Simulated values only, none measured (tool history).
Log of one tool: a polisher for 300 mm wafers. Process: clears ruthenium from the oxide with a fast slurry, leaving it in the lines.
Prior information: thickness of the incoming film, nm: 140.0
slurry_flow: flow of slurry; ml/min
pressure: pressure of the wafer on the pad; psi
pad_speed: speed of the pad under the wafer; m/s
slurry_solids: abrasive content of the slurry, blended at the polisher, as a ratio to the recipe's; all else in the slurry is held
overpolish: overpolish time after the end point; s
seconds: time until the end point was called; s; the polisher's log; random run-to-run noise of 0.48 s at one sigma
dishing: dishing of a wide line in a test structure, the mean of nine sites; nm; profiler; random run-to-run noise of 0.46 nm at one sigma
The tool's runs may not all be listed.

run	hour	slurry_flow	pressure	pad_speed	slurry_solids	overpolish	seconds	dishing
1	0	235	3.1	0.78	1	15	45.208	28.203
2	2.6	235	3.1	0.78	1	19	44.809	32.328
3	8.7	235	3.2	0.78	1	19	41.866	32.622
4	16.2	235	3.2	0.88	1	19	39.651	34.546
5	19.9	235	3.2	0.88	1.15	19	35.169	36.346
6	24.4	235	3.2	0.88	1.15	20	35.938	36.949
7	25.3	235	3.2	0.88	1.15	21	35.678	38.16

Run 8 is up next; what results do you expect?
8	33.6	235	3.2	0.88	1.15	22	?	?

{"run 8": {"seconds": 34.382, "dishing": 38.933}}
